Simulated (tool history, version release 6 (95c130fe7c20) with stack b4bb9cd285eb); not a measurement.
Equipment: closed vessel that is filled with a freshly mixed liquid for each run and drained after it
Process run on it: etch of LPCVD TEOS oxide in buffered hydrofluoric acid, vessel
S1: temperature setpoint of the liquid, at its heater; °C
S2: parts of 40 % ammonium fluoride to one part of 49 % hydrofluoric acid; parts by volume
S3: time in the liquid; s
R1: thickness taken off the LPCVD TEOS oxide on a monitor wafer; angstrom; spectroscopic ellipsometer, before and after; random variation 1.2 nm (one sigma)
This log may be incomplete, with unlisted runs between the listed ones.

run 1 day=0 | S1=21 S2=21 S3=90 | R1=1744.6
run 2 day=0.167 | S1=23 S2=21 S3=90 | R1=1959.1
run 3 day=0.35 | S1=23 S2=26 S3=90 | R1=1682.9
run 4 day=0.688 | S1=23 S2=26 S3=95 | R1=1747.9
run 5 day=0.792 | S1=22.5 S2=26 S3=95 | R1=1717.6
run 6 day=1.033 | S1=22.5 S2=26 S3=95 | R1=1738.2

For run 7, what comes out?
run 7 day=1.392 | S1=22 S2=26 S3=95 | R1=?

R1: 1679.2 angstrom
